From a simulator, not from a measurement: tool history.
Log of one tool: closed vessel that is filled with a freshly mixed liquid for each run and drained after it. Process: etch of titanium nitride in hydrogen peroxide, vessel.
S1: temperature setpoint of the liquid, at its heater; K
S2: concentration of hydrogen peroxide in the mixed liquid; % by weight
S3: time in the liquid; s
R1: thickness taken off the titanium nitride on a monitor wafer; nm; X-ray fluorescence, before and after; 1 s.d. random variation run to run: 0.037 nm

Run 1, day 0.000: S1 330.15 K, S2 19.5 % by weight, S3 210 s. Result: R1 9.7566 nm.
Run 2, day 0.154: S1 330.15 K, S2 19.5 % by weight, S3 210 s. Result: R1 9.6351 nm.
Run 3, day 0.338: S1 326.65 K, S2 19.5 % by weight, S3 210 s. Result: R1 7.6410 nm.
Run 4, day 0.408: S1 324.15 K, S2 19.5 % by weight, S3 210 s. Result: R1 6.2958 nm.
Run 5, day 0.492: S1 328.65 K, S2 19.5 % by weight, S3 210 s. Result: R1 8.7832 nm.
Run 6, day 0.842: S1 325.65 K, S2 19.5 % by weight, S3 210 s. Result: R1 7.1171 nm.

Run 7 is up next; what results do you expect?
Run 7, day 1.108: S1 323.15 K, S2 19.5 % by weight, S3 210 s. Result: R1 ?.

{"run 7": {"R1": 5.8367}}
